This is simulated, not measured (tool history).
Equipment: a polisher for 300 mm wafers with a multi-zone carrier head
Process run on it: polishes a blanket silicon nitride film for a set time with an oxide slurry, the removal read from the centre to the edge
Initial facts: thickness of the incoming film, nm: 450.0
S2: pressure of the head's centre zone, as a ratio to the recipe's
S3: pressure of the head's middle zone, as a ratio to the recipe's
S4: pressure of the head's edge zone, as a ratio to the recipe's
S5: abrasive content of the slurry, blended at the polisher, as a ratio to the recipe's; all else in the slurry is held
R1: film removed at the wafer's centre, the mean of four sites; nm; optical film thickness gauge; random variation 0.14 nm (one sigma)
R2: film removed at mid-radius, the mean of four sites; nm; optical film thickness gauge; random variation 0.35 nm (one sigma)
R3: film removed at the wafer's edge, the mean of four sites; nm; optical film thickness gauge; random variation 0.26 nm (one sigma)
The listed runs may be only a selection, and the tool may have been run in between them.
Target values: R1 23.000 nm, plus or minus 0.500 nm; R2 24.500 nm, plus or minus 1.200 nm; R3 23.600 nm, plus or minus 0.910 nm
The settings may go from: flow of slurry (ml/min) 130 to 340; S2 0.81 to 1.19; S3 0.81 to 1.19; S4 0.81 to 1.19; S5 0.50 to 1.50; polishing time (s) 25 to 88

{"run": 1, "hour": 0.0, "flow of slurry (ml/min)": 220, "S2": 1.0, "S3": 1.0, "S4": 1.0, "S5": 1.0, "polishing time (s)": 56, "R1": 45.393, "R2": 45.793, "R3": 46.002}
{"run": 2, "hour": 8.0, "flow of slurry (ml/min)": 220, "S2": 1.0, "S3": 0.93, "S4": 1.0, "S5": 1.0, "polishing time (s)": 56, "R1": 45.378, "R2": 44.346, "R3": 45.922}
{"run": 3, "hour": 11.7, "flow of slurry (ml/min)": 220, "S2": 1.0, "S3": 0.93, "S4": 1.05, "S5": 1.0, "polishing time (s)": 56, "R1": 45.821, "R2": 44.311, "R3": 48.603}
{"run": 4, "hour": 18.0, "flow of slurry (ml/min)": 210, "S2": 0.97, "S3": 0.91, "S4": 0.99, "S5": 0.85, "polishing time (s)": 52, "R1": 37.67, "R2": 36.851, "R3": 40.282}
{"run": 5, "hour": 22.2, "flow of slurry (ml/min)": 210, "S2": 0.96, "S3": 0.93, "S4": 0.94, "S5": 0.75, "polishing time (s)": 48, "R1": 32.814, "R2": 32.904, "R3": 33.956}
{"run": 6, "hour": 27.9, "flow of slurry (ml/min)": 210, "S2": 0.94, "S3": 0.93, "S4": 0.91, "S5": 0.7, "polishing time (s)": 46, "R1": 29.442, "R2": 31.175, "R3": 30.817}
{"run": 7, "hour": 36.7, "flow of slurry (ml/min)": 210, "S2": 0.92, "S3": 0.84, "S4": 0.81, "S5": 0.5, "polishing time (s)": 40, "R1": 20.835, "R2": 20.001, "R3": 21.364}
{"run": 8, "hour": 43.7, "flow of slurry (ml/min)": 225, "S2": 0.92, "S3": 0.87, "S4": 0.83, "S5": 0.5, "polishing time (s)": 40, "R1": 21.222, "R2": 21.509, "R3": 21.743}
{"run": 9, "hour": 50.7, "flow of slurry (ml/min)": 225, "S2": 0.93, "S3": 0.89, "S4": 0.85, "S5": 0.5, "polishing time (s)": 40, "R1": 21.611, "R2": 21.21, "R3": 21.79}
{"run": 10, "hour": 59.0, "flow of slurry (ml/min)": 225, "S2": 0.93, "S3": 0.92, "S4": 0.87, "S5": 0.5, "polishing time (s)": 40, "R1": 21.249, "R2": 21.878, "R3": 21.921}
{"run": 11, "hour": 67.2, "flow of slurry (ml/min)": 225, "S2": 0.94, "S3": 0.94, "S4": 0.89, "S5": 0.5, "polishing time (s)": 40, "R1": 21.517, "R2": 22.129, "R3": 22.378}
{"run": 12, "hour": 71.6, "flow of slurry (ml/min)": 225, "S2": 0.95, "S3": 0.96, "S4": 0.9, "S5": 0.5, "polishing time (s)": 40, "R1": 21.998, "R2": 22.629, "R3": 22.471}
{"run": 13, "hour": 76.0, "flow of slurry (ml/min)": 225, "S2": 0.95, "S3": 0.98, "S4": 0.91, "S5": 0.5, "polishing time (s)": 40, "R1": 21.591, "R2": 23.026, "R3": 22.534}
{"run": 14, "hour": 79.2, "flow of slurry (ml/min)": 225, "S2": 0.96, "S3": 0.99, "S4": 0.92, "S5": 0.5, "polishing time (s)": 40, "R1": 22.087, "R2": 22.835, "R3": 22.517}
{"run": 15, "hour": 81.1, "flow of slurry (ml/min)": 225, "S2": 0.96, "S3": 1.0, "S4": 0.93, "S5": 0.5, "polishing time (s)": 40, "R1": 22.076, "R2": 23.441, "R3": 22.645}
{"run": 16, "hour": 86.0, "flow of slurry (ml/min)": 225, "S2": 0.97, "S3": 1.01, "S4": 0.94, "S5": 0.5, "polishing time (s)": 40, "R1": 22.392, "R2": 23.54, "R3": 22.926}
{"run": 17, "hour": 92.0, "flow of slurry (ml/min)": 225, "S2": 0.97, "S3": 1.02, "S4": 0.95, "S5": 0.5, "polishing time (s)": 40, "R1": 22.315, "R2": 24.009, "R3": 22.684}
{"run": 18, "hour": 98.7, "flow of slurry (ml/min)": 225, "S2": 0.97, "S3": 1.02, "S4": 0.96, "S5": 0.5, "polishing time (s)": 40, "R1": 22.129, "R2": 23.19, "R3": 22.678}
{"run": 19, "hour": 102.3, "flow of slurry (ml/min)": 225, "S2": 0.97, "S3": 1.02, "S4": 0.96, "S5": 0.5, "polishing time (s)": 40, "R1": 21.897, "R2": 23.434, "R3": 23.278}
{"run": 20, "hour": 109.4, "flow of slurry (ml/min)": 225, "S2": 0.98, "S3": 1.03, "S4": 0.96, "S5": 0.5, "polishing time (s)": 40, "R1": 22.438, "R2": 23.761, "R3": 23.442}
{"run": 21, "hour": 114.3, "flow of slurry (ml/min)": 225, "S2": 0.98, "S3": 1.04, "S4": 0.96, "S5": 0.5, "polishing time (s)": 40, "R1": 22.408, "R2": 24.409, "R3": 22.945}
{"run": 22, "hour": 122.1, "flow of slurry (ml/min)": 225, "S2": 0.98, "S3": 1.04, "S4": 0.97, "S5": 0.5, "polishing time (s)": 40, "R1": 22.567, "R2": 24.202, "R3": 23.519}

5 candidate next runs follow, results not yet known. Just one meets every target within its allowed miss. Identify it.
{"run": "A", "hour": 129.9, "flow of slurry (ml/min)": 300, "S2": 0.91, "S3": 1.02, "S4": 1.08, "S5": 0.5, "polishing time (s)": 40, "R1": "?", "R2": "?", "R3": "?"}
{"run": "B", "hour": 129.9, "flow of slurry (ml/min)": 300, "S2": 0.89, "S3": 1.0, "S4": 0.92, "S5": 0.7, "polishing time (s)": 34, "R1": "?", "R2": "?", "R3": "?"}
{"run": "C", "hour": 129.9, "flow of slurry (ml/min)": 215, "S2": 0.98, "S3": 1.04, "S4": 0.97, "S5": 0.55, "polishing time (s)": 39, "R1": "?", "R2": "?", "R3": "?"}
{"run": "D", "hour": 129.9, "flow of slurry (ml/min)": 205, "S2": 1.03, "S3": 0.94, "S4": 1.02, "S5": 0.7, "polishing time (s)": 33, "R1": "?", "R2": "?", "R3": "?"}
{"run": "E", "hour": 129.9, "flow of slurry (ml/min)": 235, "S2": 1.02, "S3": 1.06, "S4": 0.91, "S5": 0.55, "polishing time (s)": 37, "R1": "?", "R2": "?", "R3": "?"}

move=A R1=21.554 R2=24.610 R3=24.712
move=B R1=21.555 R2=24.839 R3=23.677
move=C R1=22.997 R2=24.783 R3=23.688
move=D R1=23.147 R2=22.158 R3=23.235
move=E R1=22.982 R2=24.073 R3=22.079
A: misses by more than the last run did
B: misses by more than the last run did
C: all results land within tolerance of their targets
D: brings the last run's worst result on target, with another outside its allowed miss
E: brings the last run's worst result on target, with another outside its allowed miss
So the answer is move C, the one that meets all the targets.
